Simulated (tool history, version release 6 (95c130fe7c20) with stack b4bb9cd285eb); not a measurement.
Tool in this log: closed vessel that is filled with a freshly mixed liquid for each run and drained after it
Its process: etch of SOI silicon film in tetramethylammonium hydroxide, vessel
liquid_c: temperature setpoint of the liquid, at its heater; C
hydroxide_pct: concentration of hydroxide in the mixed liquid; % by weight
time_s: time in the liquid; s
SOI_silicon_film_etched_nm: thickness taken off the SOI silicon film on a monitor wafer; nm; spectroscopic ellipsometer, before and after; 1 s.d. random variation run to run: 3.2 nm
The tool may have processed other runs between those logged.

{"run": 1, "hour": 0.0, "liquid_c": 75, "hydroxide_pct": 10.5, "time_s": 105, "SOI_silicon_film_etched_nm": 1128.9}
{"run": 2, "hour": 7.7, "liquid_c": 80.5, "hydroxide_pct": 10.5, "time_s": 105, "SOI_silicon_film_etched_nm": 1532.3}
{"run": 3, "hour": 16.5, "liquid_c": 80.5, "hydroxide_pct": 10.5, "time_s": 110, "SOI_silicon_film_etched_nm": 1617.6}
{"run": 4, "hour": 20.1, "liquid_c": 80.5, "hydroxide_pct": 10.5, "time_s": 110, "SOI_silicon_film_etched_nm": 1600.6}
{"run": 5, "hour": 28.1, "liquid_c": 80.5, "hydroxide_pct": 10.5, "time_s": 110, "SOI_silicon_film_etched_nm": 1617.3}
{"run": 6, "hour": 31.9, "liquid_c": 76, "hydroxide_pct": 10.5, "time_s": 110, "SOI_silicon_film_etched_nm": 1247.4}
{"run": 7, "hour": 38.8, "liquid_c": 73.5, "hydroxide_pct": 10.5, "time_s": 110, "SOI_silicon_film_etched_nm": 1078.1}

Run 8 is up next; what results do you expect?
{"run": 8, "hour": 41.2, "liquid_c": 72, "hydroxide_pct": 10.5, "time_s": 110, "SOI_silicon_film_etched_nm": "?"}

{"run 8": {"SOI_silicon_film_etched_nm": 994.85}}
